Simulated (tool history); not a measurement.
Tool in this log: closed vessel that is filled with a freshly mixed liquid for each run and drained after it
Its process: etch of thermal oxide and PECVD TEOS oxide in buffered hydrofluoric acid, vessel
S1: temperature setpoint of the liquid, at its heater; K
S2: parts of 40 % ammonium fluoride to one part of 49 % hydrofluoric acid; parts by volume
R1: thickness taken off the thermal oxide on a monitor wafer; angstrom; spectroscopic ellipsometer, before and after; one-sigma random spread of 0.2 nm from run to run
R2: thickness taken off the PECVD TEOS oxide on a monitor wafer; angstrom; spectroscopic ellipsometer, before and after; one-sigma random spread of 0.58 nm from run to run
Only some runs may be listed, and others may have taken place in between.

{"run": 1, "hour": 0.0, "S1": 295.15, "S2": 9.5, "time in the liquid (s)": 60, "R1": 597.39, "R2": 769.91}
{"run": 2, "hour": 5.5, "S1": 295.15, "S2": 9.5, "time in the liquid (s)": 70, "R1": 693.4, "R2": 894.65}
{"run": 3, "hour": 11.7, "S1": 294.15, "S2": 9.5, "time in the liquid (s)": 70, "R1": 658.55, "R2": 832.74}
{"run": 4, "hour": 12.9, "S1": 293.65, "S2": 9.5, "time in the liquid (s)": 70, "R1": 639.06, "R2": 821.14}
{"run": 5, "hour": 15.4, "S1": 293.15, "S2": 9.5, "time in the liquid (s)": 70, "R1": 620.58, "R2": 796.12}
{"run": 6, "hour": 21.4, "S1": 291.15, "S2": 9.5, "time in the liquid (s)": 70, "R1": 556.86, "R2": 698.11}
{"run": 7, "hour": 25.4, "S1": 290.65, "S2": 10, "time in the liquid (s)": 70, "R1": 527.32, "R2": 660.16}

Forecast run 8:
{"run": 8, "hour": 33.1, "S1": 290.65, "S2": 10.5, "time in the liquid (s)": 70, "R1": "?", "R2": "?"}

{"run 8": {"R1": 498.21, "R2": 634.97}}
